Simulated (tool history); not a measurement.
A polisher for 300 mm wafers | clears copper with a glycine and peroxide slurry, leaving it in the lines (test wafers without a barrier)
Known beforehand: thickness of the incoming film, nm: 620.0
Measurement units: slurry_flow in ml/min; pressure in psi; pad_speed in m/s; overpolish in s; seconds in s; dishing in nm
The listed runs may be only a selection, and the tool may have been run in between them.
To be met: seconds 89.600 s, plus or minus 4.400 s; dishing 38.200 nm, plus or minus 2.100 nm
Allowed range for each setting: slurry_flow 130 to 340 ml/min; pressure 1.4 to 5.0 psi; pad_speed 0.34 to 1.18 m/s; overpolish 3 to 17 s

Run 1, hour 0.0: slurry_flow 220 ml/min, pressure 3.2 psi, pad_speed 0.76 m/s, overpolish 9 s. Result: seconds 143.590 s, dishing 25.040 nm.
Run 2, hour 7.0: slurry_flow 220 ml/min, pressure 3.7 psi, pad_speed 0.76 m/s, overpolish 9 s. Result: seconds 131.160 s, dishing 27.747 nm.
Run 3, hour 13.3: slurry_flow 220 ml/min, pressure 4.0 psi, pad_speed 0.80 m/s, overpolish 9 s. Result: seconds 117.990 s, dishing 30.815 nm.
Run 4, hour 21.0: slurry_flow 180 ml/min, pressure 4.0 psi, pad_speed 0.80 m/s, overpolish 9 s. Result: seconds 120.520 s, dishing 29.740 nm.
Run 5, hour 25.9: slurry_flow 180 ml/min, pressure 4.0 psi, pad_speed 0.80 m/s, overpolish 12 s. Result: seconds 119.890 s, dishing 39.822 nm.
Run 6, hour 31.9: slurry_flow 185 ml/min, pressure 4.3 psi, pad_speed 0.82 m/s, overpolish 11 s. Result: seconds 110.270 s, dishing 38.334 nm.
Run 7, hour 33.0: slurry_flow 190 ml/min, pressure 4.5 psi, pad_speed 0.84 m/s, overpolish 10 s. Result: seconds 104.800 s, dishing 36.443 nm.
Run 8, hour 35.0: slurry_flow 190 ml/min, pressure 4.6 psi, pad_speed 0.86 m/s, overpolish 10 s. Result: seconds 99.023 s, dishing 38.331 nm.
Run 9, hour 43.7: slurry_flow 190 ml/min, pressure 4.7 psi, pad_speed 0.86 m/s, overpolish 10 s. Result: seconds 97.613 s, dishing 38.389 nm.

Pick the move, out of 4, that brings all results within their allowed miss; only one does.
Run A, hour 52.4: slurry_flow 185 ml/min, pressure 4.7 psi, pad_speed 0.80 m/s, overpolish 11 s. Result: seconds ?, dishing ?.
Run B, hour 52.4: slurry_flow 185 ml/min, pressure 4.5 psi, pad_speed 0.86 m/s, overpolish 10 s. Result: seconds ?, dishing ?.
Run C, hour 52.4: slurry_flow 200 ml/min, pressure 4.6 psi, pad_speed 0.96 m/s, overpolish 9 s. Result: seconds ?, dishing ?.
Run D, hour 52.4: slurry_flow 250 ml/min, pressure 4.8 psi, pad_speed 0.70 m/s, overpolish 11 s. Result: seconds ?, dishing ?.

move  seconds  dishing
   A  106.080   39.309
   B  103.280   37.117
   C   91.379   37.543
   D  113.430   37.355
A: its largest miss is bigger than the last run's
B: its largest miss is bigger than the last run's
C: all results in spec
D: its largest miss is bigger than the last run's
C meets every target.

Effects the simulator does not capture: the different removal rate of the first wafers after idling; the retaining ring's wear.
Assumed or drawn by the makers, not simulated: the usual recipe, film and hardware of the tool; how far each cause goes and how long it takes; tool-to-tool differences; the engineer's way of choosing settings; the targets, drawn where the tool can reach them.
